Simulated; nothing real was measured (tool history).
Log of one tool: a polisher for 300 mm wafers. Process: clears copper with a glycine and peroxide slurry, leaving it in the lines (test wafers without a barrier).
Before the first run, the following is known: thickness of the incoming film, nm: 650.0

run  hour  flow of slurry (ml/min)  pressure of the wafer on the pad (psi)  speed of the pad under the wafer (cm/s)  overpolish time after the end point (s)  time until the end point was called (s)  dishing of a wide line in a test structure (angstrom)
  1     0                      180                                     2.5                                      100                                       10                                   132.92                                                 274.66
  2   0.7                      175                                       2                                       90                                       10                                   183.02                                                 230.64
  3   7.7                      175                                     1.7                                       88                                        9                                    204.8                                                 189.93
  4   8.6                      175                                     2.2                                       88                                        9                                   168.84                                                 218.92
  5  16.8                      175                                     2.5                                       88                                        9                                   152.69                                                  238.2
  6  18.5                      175                                     3.1                                       88                                        9                                   130.26                                                 265.23
  7  22.4                      170                                     2.4                                       84                                        9                                   167.01                                                 226.45
  8  26.5                      170                                       2                                       82                                        9                                   194.86                                                 199.86
  9  29.3                      170                                       2                                       82                                        9                                   189.54                                                 199.29
 10    35                      170                                     1.7                                       80                                        9                                   222.57                                                 174.44
 11  38.7                      165                                     1.6                                       80                                        9                                   225.95                                                  168.3

Estimate the outcome of run 12 from the log above:
 12  40.2                      165                                     1.5                                       80                                       10                                        ?                                                      ?

Run 12 yielded time until the end point was called (s) 233.51, dishing of a wide line in a test structure (angstrom) 178.72.

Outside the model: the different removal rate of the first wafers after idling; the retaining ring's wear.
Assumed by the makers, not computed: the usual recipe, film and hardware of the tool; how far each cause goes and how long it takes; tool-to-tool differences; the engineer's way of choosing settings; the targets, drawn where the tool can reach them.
